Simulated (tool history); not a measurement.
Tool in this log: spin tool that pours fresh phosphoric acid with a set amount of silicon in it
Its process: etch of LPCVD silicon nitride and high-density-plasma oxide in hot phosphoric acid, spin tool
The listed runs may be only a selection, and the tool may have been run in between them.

run,day,temperature setpoint of the liquid (C),silicon dissolved in the acid as it is poured (mg a litre),time under the liquid (s),thickness taken off the LPCVD silicon nitride on a monitor wafer (Å),thickness taken off the high-density-plasma oxide on a monitor wafer (Å)
1,0.000,162.0,29.0,180,188.64,4.3306
2,0.192,163.0,29.0,180,196.24,5.1854
3,0.404,162.5,31.0,170,179.49,3.8983
4,0.633,161.5,31.0,170,175.77,3.9740
5,0.992,160.0,31.0,170,167.12,3.3235
6,1.317,160.0,21.0,170,167.03,4.4766
7,1.417,159.5,24.5,160,155.65,3.8633
8,1.692,159.0,27.5,150,144.31,3.1003
9,1.971,159.0,27.5,150,141.27,3.3276
10,2.025,159.0,30.0,145,138.33,2.7164
11,2.258,159.0,32.5,140,135.54,2.2709
12,2.596,159.0,34.0,135,127.32,2.1681
13,2.675,159.0,36.0,130,121.75,1.9940
14,2.833,159.0,37.5,130,122.46,1.6692

What does the tool deliver on the next run?
15,3.183,159.0,38.5,125,?,?

thickness taken off the LPCVD silicon nitride on a monitor wafer (Å): 118.47
thickness taken off the high-density-plasma oxide on a monitor wafer (Å): 1.5237
